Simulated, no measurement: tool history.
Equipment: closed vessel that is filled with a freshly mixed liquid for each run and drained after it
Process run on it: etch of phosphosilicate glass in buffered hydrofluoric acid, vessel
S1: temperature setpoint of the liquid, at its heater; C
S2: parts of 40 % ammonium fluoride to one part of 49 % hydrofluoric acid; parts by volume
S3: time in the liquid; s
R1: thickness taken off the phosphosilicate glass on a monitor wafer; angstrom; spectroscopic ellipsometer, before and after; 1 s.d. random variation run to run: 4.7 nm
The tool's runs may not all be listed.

run  hour    S1    S2  S3      R1
  1     0    22   8.5  85  2928.5
  2   2.1    22    10  85  2648.1
  3   9.5  23.5     9  85  3077.3
  4  10.2  23.5     9  95  3402.1
  5  11.4    25   8.5  95  3912.2
  6  17.8    25  10.5  95  3313.6

Run 7 has not been measured yet. What should we expect?
  7  20.9  26  10  95   ?

R1: 3692 angstrom
